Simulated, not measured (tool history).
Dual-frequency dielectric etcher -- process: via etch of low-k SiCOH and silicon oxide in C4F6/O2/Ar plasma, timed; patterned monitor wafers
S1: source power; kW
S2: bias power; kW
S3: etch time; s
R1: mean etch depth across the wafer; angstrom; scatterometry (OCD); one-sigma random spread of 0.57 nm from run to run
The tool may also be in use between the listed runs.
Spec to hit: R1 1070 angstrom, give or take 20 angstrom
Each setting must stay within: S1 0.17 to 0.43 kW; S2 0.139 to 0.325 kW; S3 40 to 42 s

run,hour,S1,S2,S3,R1
1,0,0.3,0.232,40,882.86
2,0.9,0.3,0.249,40,911.84
3,7.3,0.3,0.212,40,855.68
4,14.7,0.3,0.212,40,861.13
5,18.4,0.26,0.212,40,819.34
6,22.2,0.26,0.212,40,813.2
7,29.8,0.28,0.218,40,848.71
8,34.8,0.3,0.225,40,877.91
9,42.2,0.36,0.268,40.5,1016.2
10,43,0.37,0.269,40.5,1022.6

Which of these 4 next moves meets every target?
A,43.8,0.36,0.25,40.5,?
B,43.8,0.36,0.288,41.5,?
C,43.8,0.43,0.236,40,?
D,43.8,0.37,0.241,41.5,?

move,R1
A,992.46
B,1073.5
C,1026.4
D,1013.4
A: further off than the last run
B: all results in spec
C: better than the last run, though not everything is in spec
D: further off than the last run
Answer: B
